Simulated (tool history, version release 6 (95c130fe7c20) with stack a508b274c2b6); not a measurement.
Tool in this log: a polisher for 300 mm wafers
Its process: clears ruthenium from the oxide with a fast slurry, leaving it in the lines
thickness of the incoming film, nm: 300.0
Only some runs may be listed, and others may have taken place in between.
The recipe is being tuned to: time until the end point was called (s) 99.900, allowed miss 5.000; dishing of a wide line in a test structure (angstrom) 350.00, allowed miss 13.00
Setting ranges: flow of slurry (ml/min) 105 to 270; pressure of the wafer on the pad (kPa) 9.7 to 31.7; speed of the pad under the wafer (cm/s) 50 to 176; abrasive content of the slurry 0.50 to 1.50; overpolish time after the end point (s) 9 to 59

run,day,flow of slurry (ml/min),pressure of the wafer on the pad (kPa),speed of the pad under the wafer (cm/s),abrasive content of the slurry,overpolish time after the end point (s),time until the end point was called (s),dishing of a wide line in a test structure (angstrom)
1,0.000,175,20.7,112,1.00,30,58.422,1044.80
2,0.025,175,20.7,112,1.00,35,57.044,1177.40
3,0.208,175,20.7,112,0.90,35,60.370,1155.20
4,0.346,170,18.6,100,1.05,29,70.539,875.02
5,0.475,165,17.2,92,1.15,24,81.122,670.92
6,0.767,160,15.9,90,1.25,21,88.381,562.25
7,0.812,165,15.2,90,1.30,18,90.372,484.37
8,0.988,170,14.5,90,1.35,17,93.823,444.97
9,1.175,175,13.8,90,1.40,16,96.370,410.76
10,1.283,180,13.8,90,1.40,16,95.951,409.76
11,1.400,190,13.8,90,1.40,16,97.376,410.55
12,1.550,190,13.1,90,1.40,9,101.010,226.32
13,1.696,175,13.1,88,1.40,9,103.080,225.18
14,1.975,175,13.1,88,1.40,9,102.500,224.64
15,2.121,175,13.1,88,1.40,9,103.410,221.71
16,2.429,175,13.8,84,1.40,10,103.640,250.15
17,2.788,175,14.5,82,1.40,11,101.360,278.64
18,3.067,170,14.5,80,1.40,11,103.460,271.63
19,3.196,165,15.2,78,1.45,12,100.870,302.31
20,3.321,165,15.2,78,1.50,13,100.400,323.10

Which of these 4 next moves meets every target?
A,3.446,170,13.8,92,1.45,11,?,?
B,3.446,150,13.8,92,1.45,11,?,?
C,3.446,160,13.8,86,1.50,12,?,?
D,3.446,155,16.5,72,1.50,14,?,?

move,time until the end point was called (s),dishing of a wide line in a test structure (angstrom)
A,93.963,304.34
B,95.832,298.78
C,100.230,310.79
D,100.260,358.47
A: lands further from the targets than the last run did
B: lands further from the targets than the last run did
C: lands further from the targets than the last run did
D: each result inside its tolerance
Answer: D
